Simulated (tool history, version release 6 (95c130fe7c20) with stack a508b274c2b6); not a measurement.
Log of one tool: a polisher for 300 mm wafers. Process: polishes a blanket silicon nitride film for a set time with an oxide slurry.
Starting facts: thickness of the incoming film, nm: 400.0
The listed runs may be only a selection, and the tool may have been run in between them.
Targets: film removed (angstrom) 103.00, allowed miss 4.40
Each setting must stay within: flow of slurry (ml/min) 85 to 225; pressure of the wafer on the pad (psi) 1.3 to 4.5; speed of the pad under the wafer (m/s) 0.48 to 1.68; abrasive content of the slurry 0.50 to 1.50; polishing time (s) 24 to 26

| run | hour | flow of slurry (ml/min) | pressure of the wafer on the pad (psi) | speed of the pad under the wafer (m/s) | abrasive content of the slurry | polishing time (s) | film removed (angstrom) |
|---|---|---|---|---|---|---|---|
| 1 | 0.0 | 145 | 2.9 | 1.08 | 1.00 | 26 | 144.43 |
| 2 | 2.8 | 145 | 2.9 | 1.28 | 1.00 | 26 | 162.12 |
| 3 | 3.8 | 145 | 2.7 | 1.28 | 1.00 | 26 | 150.12 |
| 4 | 10.4 | 145 | 2.5 | 1.28 | 1.00 | 26 | 140.25 |
| 5 | 18.3 | 145 | 2.4 | 1.28 | 1.00 | 26 | 133.63 |
| 6 | 24.8 | 145 | 2.4 | 1.40 | 1.00 | 26 | 141.94 |
| 7 | 32.9 | 145 | 2.3 | 1.40 | 1.00 | 26 | 134.68 |
| 8 | 36.4 | 145 | 2.2 | 1.40 | 1.00 | 26 | 129.50 |
| 9 | 39.8 | 145 | 2.1 | 1.40 | 1.00 | 26 | 124.55 |
| 10 | 47.1 | 145 | 2.0 | 1.40 | 1.00 | 26 | 120.17 |
| 11 | 55.8 | 145 | 1.9 | 1.40 | 1.00 | 26 | 111.89 |

Below are 5 possible settings for the next run. Only one of them brings all results inside the allowed miss of their targets. Which is it?
| A | 64.5 | 150 | 2.1 | 1.20 | 0.90 | 25 | ? |
| B | 64.5 | 140 | 2.6 | 1.28 | 0.80 | 26 | ? |
| C | 64.5 | 160 | 1.8 | 1.46 | 1.10 | 26 | ? |
| D | 64.5 | 150 | 2.1 | 1.36 | 1.10 | 26 | ? |
| E | 64.5 | 150 | 1.9 | 1.58 | 1.25 | 24 | ? |

| move | film removed (angstrom) |
|---|---|
| A | 101.62 |
| B | 124.57 |
| C | 115.74 |
| D | 126.86 |
| E | 124.22 |
A: all results in spec
B: lands further from the targets than the last run did
C: lands further from the targets than the last run did
D: lands further from the targets than the last run did
E: lands further from the targets than the last run did
A is the move that brings every result within its allowed miss.

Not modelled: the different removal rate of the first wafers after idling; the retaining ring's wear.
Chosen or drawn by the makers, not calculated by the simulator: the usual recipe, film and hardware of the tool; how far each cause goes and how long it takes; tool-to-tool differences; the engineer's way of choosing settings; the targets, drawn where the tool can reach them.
